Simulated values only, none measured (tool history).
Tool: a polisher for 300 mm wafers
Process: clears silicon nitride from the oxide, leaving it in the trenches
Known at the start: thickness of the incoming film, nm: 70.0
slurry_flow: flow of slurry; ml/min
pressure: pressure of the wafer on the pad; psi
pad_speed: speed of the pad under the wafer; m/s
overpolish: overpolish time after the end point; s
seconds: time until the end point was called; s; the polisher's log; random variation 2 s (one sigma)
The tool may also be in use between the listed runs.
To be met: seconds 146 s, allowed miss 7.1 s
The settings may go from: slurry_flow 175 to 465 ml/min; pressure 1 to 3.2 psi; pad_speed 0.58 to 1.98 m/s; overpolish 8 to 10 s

Run 1, day 0: slurry_flow 295 ml/min, pressure 2.1 psi, pad_speed 1.28 m/s, overpolish 10 s. Result: seconds 75.476 s.
Run 2, day 0.221: slurry_flow 295 ml/min, pressure 1.6 psi, pad_speed 1.28 m/s, overpolish 10 s. Result: seconds 96.96 s.
Run 3, day 0.254: slurry_flow 295 ml/min, pressure 1.6 psi, pad_speed 1 m/s, overpolish 10 s. Result: seconds 123.42 s.
Run 4, day 0.629: slurry_flow 235 ml/min, pressure 1.6 psi, pad_speed 1 m/s, overpolish 10 s. Result: seconds 131.84 s.
Run 5, day 0.733: slurry_flow 230 ml/min, pressure 1.6 psi, pad_speed 1 m/s, overpolish 10 s. Result: seconds 132.29 s.
Run 6, day 0.971: slurry_flow 225 ml/min, pressure 1.6 psi, pad_speed 1 m/s, overpolish 10 s. Result: seconds 132.54 s.
At day 1.017: slurry nozzle cleaned.
Run 7, day 1.017: slurry_flow 220 ml/min, pressure 1.6 psi, pad_speed 1 m/s, overpolish 10 s. Result: seconds 121.92 s.
Run 8, day 1.279: slurry_flow 220 ml/min, pressure 1.5 psi, pad_speed 1 m/s, overpolish 10 s. Result: seconds 131.34 s.
Run 9, day 1.338: slurry_flow 220 ml/min, pressure 1.3 psi, pad_speed 0.98 m/s, overpolish 10 s. Result: seconds 153.03 s.

Which of these 4 next moves meets every target?
Run A, day 1.396: slurry_flow 225 ml/min, pressure 1.5 psi, pad_speed 0.78 m/s, overpolish 8 s. Result: seconds ?.
Run B, day 1.396: slurry_flow 180 ml/min, pressure 1.2 psi, pad_speed 1.14 m/s, overpolish 10 s. Result: seconds ?.
Run C, day 1.396: slurry_flow 175 ml/min, pressure 1.1 psi, pad_speed 1.08 m/s, overpolish 10 s. Result: seconds ?.
Run D, day 1.396: slurry_flow 175 ml/min, pressure 1.2 psi, pad_speed 1.04 m/s, overpolish 8 s. Result: seconds ?.

move  seconds
   A   165.88
   B   147.75
   C   169.92
   D   162.28
A: further off than the last run
B: meets every target
C: further off than the last run
D: further off than the last run
Move B is the one to make.
